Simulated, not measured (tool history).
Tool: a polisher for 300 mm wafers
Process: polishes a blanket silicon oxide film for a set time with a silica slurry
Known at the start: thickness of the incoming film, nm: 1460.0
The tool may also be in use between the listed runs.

run    day  flow of slurry (ml/min)  pressure of the wafer on the pad (psi)  speed of the pad under the wafer (cm/s)  abrasive content of the slurry  polishing time (s)  film removed (angstrom)
  1  0.000                      145                                     4.7                                      146                             1.0                  89                   4677.5
  2  0.067                      160                                     4.7                                      146                             1.0                  89                   4742.3
  3  0.346                      160                                     4.7                                      146                             1.0                  89                   4751.6
  4  0.521                      165                                     5.0                                      146                             1.0                  89                   5038.0
  5  0.850                      165                                     5.3                                      146                             1.0                  89                   5277.4
  6  1.142                      165                                     5.3                                      146                             1.2                  89                   5778.3
  7  1.362                      165                                     5.3                                      146                             1.2                  89                   5783.8
  8  1.567                      170                                     5.4                                      146                             1.2                  89                   5864.1
  9  1.650                      170                                     5.5                                      146                             1.2                  89                   5956.7

The next listed run, before its measurement:
 10  1.721                      170                                     5.6                                      146                             1.2                  89                        ?

{"run 10": {"film removed (angstrom)": 6037.6}}

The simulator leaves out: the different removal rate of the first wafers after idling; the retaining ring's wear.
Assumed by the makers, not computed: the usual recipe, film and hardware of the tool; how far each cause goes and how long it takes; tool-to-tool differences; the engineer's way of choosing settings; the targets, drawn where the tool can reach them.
